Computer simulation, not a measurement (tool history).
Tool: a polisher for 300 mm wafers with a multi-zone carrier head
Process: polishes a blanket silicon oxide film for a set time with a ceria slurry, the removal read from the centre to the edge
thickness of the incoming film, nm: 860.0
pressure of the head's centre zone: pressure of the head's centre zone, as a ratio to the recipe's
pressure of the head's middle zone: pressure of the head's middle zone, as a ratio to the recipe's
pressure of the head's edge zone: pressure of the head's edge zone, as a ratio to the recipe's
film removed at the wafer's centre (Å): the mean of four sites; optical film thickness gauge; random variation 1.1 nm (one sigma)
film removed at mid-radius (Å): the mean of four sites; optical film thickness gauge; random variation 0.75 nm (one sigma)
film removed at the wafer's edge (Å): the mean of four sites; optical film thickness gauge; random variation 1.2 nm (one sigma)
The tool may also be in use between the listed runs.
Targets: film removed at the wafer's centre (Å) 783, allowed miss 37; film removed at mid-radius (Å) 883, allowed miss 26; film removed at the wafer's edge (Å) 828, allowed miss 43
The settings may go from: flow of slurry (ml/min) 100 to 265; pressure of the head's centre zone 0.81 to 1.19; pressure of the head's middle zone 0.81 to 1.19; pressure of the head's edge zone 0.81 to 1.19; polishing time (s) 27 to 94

run  hour  flow of slurry (ml/min)  pressure of the head's centre zone  pressure of the head's middle zone  pressure of the head's edge zone  polishing time (s)  film removed at the wafer's centre (Å)  film removed at mid-radius (Å)  film removed at the wafer's edge (Å)
  1     0                      170                                   1                                   1                                 1                  60                                  1386.9                          1418.2                                  1397
  2   8.7                      170                                1.04                                   1                                 1                  60                                  1473.3                          1417.7                                1443.6
  3   9.6                      170                                0.96                                   1                                 1                  60                                  1343.4                          1439.9                                  1393
  4  13.9                      170                                0.96                                0.95                                 1                  60                                  1382.9                          1380.8                                1417.9
  5  21.1                      170                                0.96                                0.95                                 1                  54                                  1242.8                          1203.9                                1293.3
  6  26.9                      170                                0.96                                0.91                                 1                  54                                  1185.5                            1193                                1289.8
  7  29.4                      170                                0.96                                0.91                                 1                  54                                  1225.8                          1199.1                                1249.3
  8  34.5                      165                                0.94                                0.92                              0.97                  52                                  1133.8                          1145.7                                1212.2
  9    42                      210                                0.96                                1.02                              0.91                  35                                  826.77                          882.87                                803.46

5 next moves are on the table. One of them brings every result within its allowed miss. Which?
  A  49.5                      195                                0.98                                1.08                              0.81                  34                                       ?                               ?                                     ?
  B  49.5                      240                                0.93                                0.87                              0.93                  39                                       ?                               ?                                     ?
  C  49.5                      110                                1.12                                1.12                              0.94                  38                                       ?                               ?                                     ?
  D  49.5                      265                                1.03                                1.01                              0.86                  35                                       ?                               ?                                     ?
  E  49.5                      200                                0.91                                1.03                              0.95                  35                                       ?                               ?                                     ?

move  film removed at the wafer's centre (Å)  film removed at mid-radius (Å)  film removed at the wafer's edge (Å)
   A                                  823.62                          895.64                                735.24
   B                                  924.14                          882.04                                919.83
   C                                  915.72                          911.41                                804.07
   D                                  932.19                          906.87                                802.08
   E                                  789.95                          889.13                                816.47
A: further off than the last run
B: further off than the last run
C: further off than the last run
D: further off than the last run
E: meets every target
The right move is E.

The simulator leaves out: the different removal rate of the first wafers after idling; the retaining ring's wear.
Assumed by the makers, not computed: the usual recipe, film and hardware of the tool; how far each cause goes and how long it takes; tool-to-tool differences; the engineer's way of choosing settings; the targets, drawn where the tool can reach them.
